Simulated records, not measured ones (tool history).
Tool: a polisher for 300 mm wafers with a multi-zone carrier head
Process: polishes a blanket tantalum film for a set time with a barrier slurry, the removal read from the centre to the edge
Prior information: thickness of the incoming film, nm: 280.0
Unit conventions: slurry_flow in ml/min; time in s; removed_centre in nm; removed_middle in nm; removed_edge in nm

run 1 hour=0 | slurry_flow=190 centre_zone=1 middle_zone=1 edge_zone=1 slurry_solids=1 time=54 | removed_centre=96.694 removed_middle=95.226 removed_edge=98.319
run 2 hour=7.5 | slurry_flow=190 centre_zone=1.08 middle_zone=1 edge_zone=1 slurry_solids=1 time=54 | removed_centre=107 removed_middle=96.302 removed_edge=97.539
run 3 hour=14.5 | slurry_flow=190 centre_zone=1.08 middle_zone=1 edge_zone=0.96 slurry_solids=1 time=54 | removed_centre=105.44 removed_middle=96.366 removed_edge=99.175
run 4 hour=15.3 | slurry_flow=190 centre_zone=1.15 middle_zone=1 edge_zone=0.96 slurry_solids=1 time=54 | removed_centre=112.11 removed_middle=95.768 removed_edge=95.478
run 5 hour=19.3 | slurry_flow=185 centre_zone=1.13 middle_zone=1.03 edge_zone=0.95 slurry_solids=0.85 time=53 | removed_centre=99.902 removed_middle=90.375 removed_edge=88.313
run 6 hour=28.2 | slurry_flow=185 centre_zone=1.13 middle_zone=1.03 edge_zone=0.95 slurry_solids=0.85 time=59 | removed_centre=114.59 removed_middle=102.5 removed_edge=99.406
run 7 hour=37 | slurry_flow=180 centre_zone=1.12 middle_zone=1.05 edge_zone=0.94 slurry_solids=0.75 time=58 | removed_centre=106.52 removed_middle=93.744 removed_edge=93.024
run 8 hour=43.8 | slurry_flow=185 centre_zone=1.1 middle_zone=1.09 edge_zone=0.92 slurry_solids=0.7 time=57 | removed_centre=100.54 removed_middle=93.233 removed_edge=88.144
run 9 hour=46.3 | slurry_flow=170 centre_zone=1.01 middle_zone=1.1 edge_zone=0.84 slurry_solids=0.5 time=56 | removed_centre=77.594 removed_middle=78.24 removed_edge=70.575

The next listed run, before its measurement:
run 10 hour=49.6 | slurry_flow=185 centre_zone=1.02 middle_zone=1.11 edge_zone=0.86 slurry_solids=0.5 time=56 | removed_centre=? removed_middle=? removed_edge=?

{"run 10": {"removed_centre": 80.806, "removed_middle": 79.679, "removed_edge": 71.335}}
